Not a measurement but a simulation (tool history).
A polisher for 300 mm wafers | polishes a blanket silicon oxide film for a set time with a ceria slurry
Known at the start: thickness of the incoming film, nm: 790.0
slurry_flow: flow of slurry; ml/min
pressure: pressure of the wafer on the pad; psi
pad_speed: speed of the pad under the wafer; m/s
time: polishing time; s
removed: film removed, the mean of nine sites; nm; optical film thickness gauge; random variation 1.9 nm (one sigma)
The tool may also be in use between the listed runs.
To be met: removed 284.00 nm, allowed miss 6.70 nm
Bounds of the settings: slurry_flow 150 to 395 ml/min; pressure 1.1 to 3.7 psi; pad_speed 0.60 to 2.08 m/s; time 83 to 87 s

Run 1, day 0.000: slurry_flow 250 ml/min, pressure 2.4 psi, pad_speed 1.34 m/s, time 83 s. Result: removed 353.10 nm.
Run 2, day 0.250: slurry_flow 245 ml/min, pressure 2.3 psi, pad_speed 1.34 m/s, time 83 s. Result: removed 339.21 nm.
Run 3, day 0.458: slurry_flow 245 ml/min, pressure 2.3 psi, pad_speed 1.34 m/s, time 87 s. Result: removed 358.60 nm.
Run 4, day 0.571: slurry_flow 240 ml/min, pressure 2.1 psi, pad_speed 1.34 m/s, time 87 s. Result: removed 322.17 nm.
Run 5, day 0.725: slurry_flow 240 ml/min, pressure 2.1 psi, pad_speed 1.34 m/s, time 87 s. Result: removed 324.82 nm.
Run 6, day 0.888: slurry_flow 240 ml/min, pressure 2.1 psi, pad_speed 1.46 m/s, time 87 s. Result: removed 352.63 nm.
Run 7, day 1.175: slurry_flow 230 ml/min, pressure 2.0 psi, pad_speed 1.46 m/s, time 87 s. Result: removed 333.65 nm.
Run 8, day 1.354: slurry_flow 220 ml/min, pressure 1.9 psi, pad_speed 1.46 m/s, time 87 s. Result: removed 318.71 nm.
At day 1.458: slurry nozzle cleaned.
Run 9, day 1.458: slurry_flow 215 ml/min, pressure 1.8 psi, pad_speed 1.46 m/s, time 87 s. Result: removed 316.39 nm.
Run 10, day 1.704: slurry_flow 215 ml/min, pressure 1.7 psi, pad_speed 1.46 m/s, time 87 s. Result: removed 305.63 nm.

5 next moves are on the table. One of them brings every result within its allowed miss. Which?
Run A, day 1.950: slurry_flow 270 ml/min, pressure 1.6 psi, pad_speed 1.38 m/s, time 84 s. Result: removed ?.
Run B, day 1.950: slurry_flow 245 ml/min, pressure 1.5 psi, pad_speed 1.46 m/s, time 85 s. Result: removed ?.
Run C, day 1.950: slurry_flow 175 ml/min, pressure 1.4 psi, pad_speed 1.58 m/s, time 87 s. Result: removed ?.
Run D, day 1.950: slurry_flow 205 ml/min, pressure 1.8 psi, pad_speed 1.36 m/s, time 83 s. Result: removed ?.
Run E, day 1.950: slurry_flow 150 ml/min, pressure 1.9 psi, pad_speed 1.30 m/s, time 83 s. Result: removed ?.

move  removed
   A   268.14
   B   266.51
   C   262.47
   D   282.37
   E   269.09
A: takes the result that was furthest off past its target
B: takes the result that was furthest off past its target
C: takes the result that was furthest off past its target
D: meets every target
E: takes the result that was furthest off past its target
The right move is D.
